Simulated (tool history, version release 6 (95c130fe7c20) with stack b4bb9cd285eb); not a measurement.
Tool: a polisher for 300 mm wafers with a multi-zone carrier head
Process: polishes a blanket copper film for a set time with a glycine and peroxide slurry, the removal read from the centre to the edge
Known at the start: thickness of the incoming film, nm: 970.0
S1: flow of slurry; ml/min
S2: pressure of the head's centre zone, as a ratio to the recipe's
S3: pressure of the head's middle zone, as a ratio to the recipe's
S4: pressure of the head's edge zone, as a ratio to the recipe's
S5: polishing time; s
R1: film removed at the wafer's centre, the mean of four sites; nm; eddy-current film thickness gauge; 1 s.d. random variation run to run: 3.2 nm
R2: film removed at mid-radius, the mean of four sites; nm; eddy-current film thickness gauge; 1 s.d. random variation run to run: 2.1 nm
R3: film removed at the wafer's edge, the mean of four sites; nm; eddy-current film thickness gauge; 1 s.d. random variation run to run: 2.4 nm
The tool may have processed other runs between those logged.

| run | hour | S1 | S2 | S3 | S4 | S5 | R1 | R2 | R3 |
|---|---|---|---|---|---|---|---|---|---|
| 1 | 0.0 | 200 | 1.00 | 1.00 | 1.00 | 58 | 301.46 | 355.68 | 344.30 |
| 2 | 3.8 | 185 | 0.98 | 0.96 | 0.99 | 58 | 286.59 | 341.70 | 344.18 |
| 3 | 4.4 | 175 | 0.98 | 0.93 | 0.97 | 57 | 282.52 | 323.15 | 330.29 |
| 4 | 5.7 | 175 | 0.98 | 0.93 | 0.97 | 50 | 249.05 | 288.37 | 286.54 |
| 5 | 11.6 | 175 | 0.98 | 0.93 | 0.97 | 58 | 288.09 | 331.70 | 341.52 |
|  | 18.9 | centre zone pressure recalibrated |
| 6 | 18.9 | 170 | 0.97 | 0.90 | 0.95 | 57 | 317.82 | 312.10 | 327.24 |

What does the tool deliver on the next run?
| 7 | 24.1 | 160 | 0.96 | 0.90 | 0.96 | 56 | ? | ? | ? |

For run 7 the tool returned R1 303.94 nm, R2 301.29 nm, R3 320.84 nm.

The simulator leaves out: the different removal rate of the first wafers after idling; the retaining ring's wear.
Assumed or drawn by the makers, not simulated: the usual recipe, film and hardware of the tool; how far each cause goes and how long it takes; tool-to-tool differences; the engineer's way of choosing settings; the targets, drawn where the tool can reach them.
